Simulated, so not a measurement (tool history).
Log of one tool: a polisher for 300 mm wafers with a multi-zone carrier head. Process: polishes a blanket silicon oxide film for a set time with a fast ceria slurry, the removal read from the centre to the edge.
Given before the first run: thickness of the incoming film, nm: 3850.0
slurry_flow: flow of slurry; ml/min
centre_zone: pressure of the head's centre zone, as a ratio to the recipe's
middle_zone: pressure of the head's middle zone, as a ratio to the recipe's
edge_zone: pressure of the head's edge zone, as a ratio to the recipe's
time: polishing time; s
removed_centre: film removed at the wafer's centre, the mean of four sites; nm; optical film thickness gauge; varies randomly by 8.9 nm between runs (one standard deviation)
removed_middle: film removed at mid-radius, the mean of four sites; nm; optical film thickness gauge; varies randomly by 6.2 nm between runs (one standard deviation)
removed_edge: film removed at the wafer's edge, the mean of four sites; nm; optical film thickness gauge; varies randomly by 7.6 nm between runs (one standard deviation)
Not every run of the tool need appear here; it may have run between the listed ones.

run 1 hour=0 | slurry_flow=145 centre_zone=1 middle_zone=1 edge_zone=1 time=84 | removed_centre=977.25 removed_middle=937.58 removed_edge=946.04
run 2 hour=2.7 | slurry_flow=145 centre_zone=1 middle_zone=1 edge_zone=1 time=72 | removed_centre=816.79 removed_middle=803.95 removed_edge=825.25
run 3 hour=6.4 | slurry_flow=150 centre_zone=1.01 middle_zone=0.99 edge_zone=1.02 time=72 | removed_centre=839.53 removed_middle=806.22 removed_edge=832.5
run 4 hour=8.2 | slurry_flow=125 centre_zone=1.01 middle_zone=0.99 edge_zone=1.02 time=72 | removed_centre=789.22 removed_middle=772.24 removed_edge=805.74
run 5 hour=10.7 | slurry_flow=125 centre_zone=1.01 middle_zone=1.06 edge_zone=1.02 time=72 | removed_centre=800.25 removed_middle=818.51 removed_edge=811.62
run 6 hour=17.1 | slurry_flow=130 centre_zone=1.02 middle_zone=1.04 edge_zone=1.04 time=72 | removed_centre=817.03 removed_middle=813.94 removed_edge=820.34
run 7 hour=22.9 | slurry_flow=135 centre_zone=1.02 middle_zone=1.02 edge_zone=1.06 time=72 | removed_centre=823.87 removed_middle=801.84 removed_edge=826.49
run 8 hour=31.6 | slurry_flow=140 centre_zone=1.02 middle_zone=1 edge_zone=1.08 time=73 | removed_centre=841.11 removed_middle=803.37 removed_edge=861.96
run 9 hour=35.4 | slurry_flow=145 centre_zone=1.03 middle_zone=0.99 edge_zone=1.09 time=73 | removed_centre=850.1 removed_middle=811.71 removed_edge=858.55
run 10 hour=38.3 | slurry_flow=150 centre_zone=1.04 middle_zone=0.97 edge_zone=1.1 time=73 | removed_centre=868.43 removed_middle=790.1 removed_edge=867.78

Predict the results of run 11:
run 11 hour=39.2 | slurry_flow=190 centre_zone=1.06 middle_zone=0.95 edge_zone=1.18 time=74 | removed_centre=? removed_middle=? removed_edge=?

For run 11 the tool returned removed_centre 933.95 nm, removed_middle 843.11 nm, removed_edge 952.56 nm.
